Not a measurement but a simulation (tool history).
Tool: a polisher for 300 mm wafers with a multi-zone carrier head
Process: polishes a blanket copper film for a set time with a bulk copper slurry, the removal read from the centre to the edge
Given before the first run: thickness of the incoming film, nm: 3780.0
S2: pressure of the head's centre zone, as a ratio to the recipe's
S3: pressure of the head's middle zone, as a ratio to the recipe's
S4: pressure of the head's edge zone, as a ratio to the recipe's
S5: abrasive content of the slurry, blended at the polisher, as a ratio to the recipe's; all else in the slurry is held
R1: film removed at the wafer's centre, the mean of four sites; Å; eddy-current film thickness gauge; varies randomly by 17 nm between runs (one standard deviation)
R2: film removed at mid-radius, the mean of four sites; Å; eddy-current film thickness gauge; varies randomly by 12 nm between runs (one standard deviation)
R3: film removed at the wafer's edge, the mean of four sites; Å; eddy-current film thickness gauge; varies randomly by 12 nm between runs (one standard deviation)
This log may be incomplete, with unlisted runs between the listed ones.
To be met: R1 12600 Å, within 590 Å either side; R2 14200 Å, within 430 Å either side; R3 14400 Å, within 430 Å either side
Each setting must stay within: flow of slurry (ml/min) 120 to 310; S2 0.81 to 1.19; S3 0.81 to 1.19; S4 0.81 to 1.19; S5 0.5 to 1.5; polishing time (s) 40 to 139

Run 1, hour 0: flow of slurry (ml/min) 200, S2 1, S3 1, S4 1, S5 1, polishing time (s) 89. Result: R1 9519.8 Å, R2 9440.1 Å, R3 9771.7 Å.
Run 2, hour 4.5: flow of slurry (ml/min) 200, S2 1, S3 0.96, S4 1, S5 1, polishing time (s) 89. Result: R1 9636.2 Å, R2 9159.8 Å, R3 9706.3 Å.
Run 3, hour 8: flow of slurry (ml/min) 200, S2 1, S3 0.91, S4 1, S5 1, polishing time (s) 89. Result: R1 9752.5 Å, R2 8924.6 Å, R3 9608 Å.
Run 4, hour 16: flow of slurry (ml/min) 215, S2 1, S3 0.98, S4 1.03, S5 1.15, polishing time (s) 94. Result: R1 10300 Å, R2 10107 Å, R3 10428 Å.
Run 5, hour 19.3: flow of slurry (ml/min) 205, S2 0.98, S3 1, S4 1.05, S5 1.2, polishing time (s) 103. Result: R1 11158 Å, R2 11195 Å, R3 11657 Å.
Run 6, hour 25.6: flow of slurry (ml/min) 205, S2 0.91, S3 1, S4 1.05, S5 1.2, polishing time (s) 103. Result: R1 10691 Å, R2 11548 Å, R3 11887 Å.
Run 7, hour 29.8: flow of slurry (ml/min) 260, S2 0.93, S3 1.08, S4 1.15, S5 1.45, polishing time (s) 108. Result: R1 11938 Å, R2 13427 Å, R3 13352 Å.
Run 8, hour 34.5: flow of slurry (ml/min) 260, S2 0.93, S3 1.08, S4 1.16, S5 1.45, polishing time (s) 110. Result: R1 12122 Å, R2 13615 Å, R3 13547 Å.

Which single option among these 4 for the next run brings every result within its allowed miss of target? Just one does.
Run A, hour 39.2: flow of slurry (ml/min) 235, S2 0.81, S3 1.14, S4 1.17, S5 1.45, polishing time (s) 116. Result: R1 ?, R2 ?, R3 ?.
Run B, hour 39.2: flow of slurry (ml/min) 220, S2 0.92, S3 1.07, S4 1.16, S5 1.5, polishing time (s) 117. Result: R1 ?, R2 ?, R3 ?.
Run C, hour 39.2: flow of slurry (ml/min) 245, S2 0.82, S3 1.14, S4 1.18, S5 1.4, polishing time (s) 110. Result: R1 ?, R2 ?, R3 ?.
Run D, hour 39.2: flow of slurry (ml/min) 290, S2 0.9, S3 1.11, S4 1.15, S5 1.5, polishing time (s) 116. Result: R1 ?, R2 ?, R3 ?.

move     R1     R2     R3
   A  11489  14774  14293
   B  12721  14085  14361
   C  11003  14008  13579
   D  12875  14890  14554
A: corrects the largest miss of the last run, while another result sits out of spec
B: every result lands within tolerance
C: moves away from the targets compared with the last run
D: corrects the largest miss of the last run, while another result sits out of spec
The right move is B.

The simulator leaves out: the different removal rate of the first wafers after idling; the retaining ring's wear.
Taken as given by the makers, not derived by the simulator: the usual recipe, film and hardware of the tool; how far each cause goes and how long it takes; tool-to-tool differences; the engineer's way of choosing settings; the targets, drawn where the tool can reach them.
